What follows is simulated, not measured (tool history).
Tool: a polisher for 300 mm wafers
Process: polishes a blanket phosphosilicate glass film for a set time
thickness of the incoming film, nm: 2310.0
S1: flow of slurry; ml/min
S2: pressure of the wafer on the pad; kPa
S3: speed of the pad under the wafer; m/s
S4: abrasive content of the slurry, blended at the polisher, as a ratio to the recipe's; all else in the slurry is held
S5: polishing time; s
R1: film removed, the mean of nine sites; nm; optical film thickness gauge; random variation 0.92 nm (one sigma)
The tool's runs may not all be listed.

{"run": 1, "hour": 0.0, "S1": 315, "S2": 20.0, "S3": 1.3, "S4": 1.0, "S5": 20, "R1": 165.46}
{"run": 2, "hour": 1.5, "S1": 315, "S2": 20.0, "S3": 1.3, "S4": 0.85, "S5": 20, "R1": 152.12}
{"run": 3, "hour": 6.4, "S1": 315, "S2": 20.0, "S3": 1.56, "S4": 0.85, "S5": 20, "R1": 174.91}
{"run": 4, "hour": 13.9, "S1": 315, "S2": 20.0, "S3": 1.56, "S4": 0.7, "S5": 20, "R1": 153.19}
{"run": 5, "hour": 14.5, "S1": 315, "S2": 20.0, "S3": 1.56, "S4": 0.9, "S5": 20, "R1": 181.91}
{"run": 6, "hour": 22.8, "S1": 315, "S2": 20.0, "S3": 1.4, "S4": 0.9, "S5": 20, "R1": 168.89}

Run 7 comes next. What will it give?
{"run": 7, "hour": 23.4, "S1": 315, "S2": 17.2, "S3": 1.34, "S4": 0.9, "S5": 20, "R1": "?"}

R1: 140.53 nm
